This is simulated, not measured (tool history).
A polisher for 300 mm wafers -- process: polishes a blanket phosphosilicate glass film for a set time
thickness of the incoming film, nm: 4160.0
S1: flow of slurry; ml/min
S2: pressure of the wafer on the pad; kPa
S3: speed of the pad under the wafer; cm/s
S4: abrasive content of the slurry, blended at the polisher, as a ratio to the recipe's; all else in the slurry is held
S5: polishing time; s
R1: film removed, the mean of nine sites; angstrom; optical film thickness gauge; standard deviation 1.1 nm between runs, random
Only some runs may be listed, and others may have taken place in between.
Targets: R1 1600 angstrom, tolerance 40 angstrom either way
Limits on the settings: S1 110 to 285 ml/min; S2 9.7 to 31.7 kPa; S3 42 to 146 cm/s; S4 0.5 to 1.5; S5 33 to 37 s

run  hour   S1    S2   S3   S4  S5      R1
  1     0  180  20.7   94    1  37    2596
  2   6.1  180  20.7   94    1  33  2306.4
  3   8.6  180  20.7  108    1  33  2506.6
  4  14.9  180  20.7  108  0.8  33  2243.5
  5  15.7  175  19.3  108  0.8  33  2143.9
  6  23.6  175  19.3  108  0.8  33  2122.5
  7  24.9  170  17.9  108  0.8  33  1954.1
  8  30.7  165  17.2  108  0.8  33    1907
  9  35.8  160  16.5  108  0.8  33    1835
 10  37.8  155  15.9  108  0.8  33  1715.5
 11  42.3  150  15.9  108  0.8  33  1723.2
 12  44.6  145  15.9  108  0.8  33  1697.8
 13  49.9  140  15.9  108  0.8  33  1690.7
 14  57.2  135  15.9  108  0.8  33  1657.9
 15  63.7  130  15.9  108  0.8  33  1643.2

Consider the 5 candidate settings below. Which is the only one whose results all fall within their allowed miss of target?
  A  70.2  115  15.2   98   0.9  33   ?
  B  70.2  120  15.9  104  0.95  33   ?
  C  70.2  125  13.1  106     1  37   ?
  D  70.2  115  17.9  100   0.8  33   ?
  E  70.2  130  13.8  124  0.65  37   ?

move      R1
   A  1541.3
   B    1741
   C  1704.8
   D    1732
   E    1625
A: the result that was furthest off in the last run now lies on the other side of its target
B: misses by more than the last run did
C: misses by more than the last run did
D: misses by more than the last run did
E: hits every target within its allowed miss
The right move is E.
